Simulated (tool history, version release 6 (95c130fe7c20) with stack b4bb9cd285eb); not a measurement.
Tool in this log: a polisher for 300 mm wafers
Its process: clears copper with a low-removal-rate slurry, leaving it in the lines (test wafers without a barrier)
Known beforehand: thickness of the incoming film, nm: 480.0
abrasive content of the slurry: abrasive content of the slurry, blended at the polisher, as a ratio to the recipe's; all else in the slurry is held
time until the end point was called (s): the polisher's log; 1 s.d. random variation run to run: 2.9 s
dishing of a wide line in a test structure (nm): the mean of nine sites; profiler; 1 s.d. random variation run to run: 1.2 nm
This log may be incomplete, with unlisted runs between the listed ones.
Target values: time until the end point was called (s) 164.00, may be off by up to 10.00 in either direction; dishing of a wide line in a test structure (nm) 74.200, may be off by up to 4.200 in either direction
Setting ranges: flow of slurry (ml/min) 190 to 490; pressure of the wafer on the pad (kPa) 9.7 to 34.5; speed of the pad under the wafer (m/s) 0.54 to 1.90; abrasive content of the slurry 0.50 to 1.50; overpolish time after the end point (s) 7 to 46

run    day  flow of slurry (ml/min)  pressure of the wafer on the pad (kPa)  speed of the pad under the wafer (m/s)  abrasive content of the slurry  overpolish time after the end point (s)  time until the end point was called (s)  dishing of a wide line in a test structure (nm)
  1  0.000                      315                                    22.1                                    1.22                            1.00                                       24                                   174.55                                           48.244
  2  0.221                      315                                    22.1                                    1.04                            1.00                                       24                                   190.98                                           45.038
  3  0.425                      315                                    23.4                                    1.04                            1.00                                       27                                   186.00                                           52.190
  4  0.721                      315                                    24.8                                    1.04                            1.00                                       29                                   179.01                                           56.753
  5  1.067                      315                                    24.8                                    1.30                            1.00                                       29                                   152.40                                           63.403
  6  1.279                      315                                    24.8                                    1.28                            1.00                                       31                                   158.21                                           67.800
  7  1.467                      315                                    24.8                                    1.28                            1.00                                       32                                   155.60                                           67.387
  8  1.608                      315                                    24.8                                    1.26                            1.00                                       33                                   156.28                                           67.929
     1.700  -- worn pad replaced by a new one
  9  1.700                      315                                    23.4                                    1.26                            1.00                                       38                                   146.32                                           79.704
 10  1.967                      315                                    22.8                                    1.20                            1.00                                       39                                   151.13                                           78.388

Which of these 5 next moves meets every target?
  A  2.233                      335                                    22.1                                    1.32                            1.00                                       37                                        ?                                                ?
  B  2.233                      490                                    28.3                                    0.94                            0.70                                       43                                        ?                                                ?
  C  2.233                      325                                    17.9                                    1.40                            1.15                                       42                                        ?                                                ?
  D  2.233                      260                                    24.8                                    1.22                            0.95                                       35                                        ?                                                ?
  E  2.233                      330                                    20.0                                    1.44                            1.15                                       41                                        ?                                                ?

move  time until the end point was called (s)  dishing of a wide line in a test structure (nm)
   A                                   145.37                                           75.053
   B                                   153.99                                           82.287
   C                                   162.85                                           73.434
   D                                   142.47                                           74.447
   E                                   144.57                                           79.130
A: moves away from the targets compared with the last run
B: moves away from the targets compared with the last run
C: hits every target within its allowed miss
D: moves away from the targets compared with the last run
E: moves away from the targets compared with the last run
Answer: C
